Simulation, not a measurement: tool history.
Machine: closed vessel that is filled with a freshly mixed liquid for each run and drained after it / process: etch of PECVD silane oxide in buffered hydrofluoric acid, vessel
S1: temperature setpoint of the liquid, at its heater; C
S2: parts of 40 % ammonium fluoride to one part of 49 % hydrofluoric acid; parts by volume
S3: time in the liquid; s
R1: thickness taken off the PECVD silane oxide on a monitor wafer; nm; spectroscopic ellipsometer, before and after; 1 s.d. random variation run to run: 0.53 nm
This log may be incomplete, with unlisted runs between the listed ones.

run 1 hour=0.0 | S1=22.0 S2=19.0 S3=100 | R1=83.078
run 2 hour=0.5 | S1=20.5 S2=19.0 S3=100 | R1=76.817
run 3 hour=7.6 | S1=20.5 S2=19.0 S3=110 | R1=84.212
run 4 hour=9.9 | S1=20.0 S2=19.5 S3=110 | R1=79.870
run 5 hour=16.4 | S1=19.5 S2=20.0 S3=110 | R1=75.755
run 6 hour=20.5 | S1=17.5 S2=20.0 S3=110 | R1=66.597
run 7 hour=28.1 | S1=17.5 S2=20.5 S3=110 | R1=66.095

Forecast run 8:
run 8 hour=33.2 | S1=17.5 S2=20.5 S3=110 | R1=?

Run 8 gave R1 66.014 nm.

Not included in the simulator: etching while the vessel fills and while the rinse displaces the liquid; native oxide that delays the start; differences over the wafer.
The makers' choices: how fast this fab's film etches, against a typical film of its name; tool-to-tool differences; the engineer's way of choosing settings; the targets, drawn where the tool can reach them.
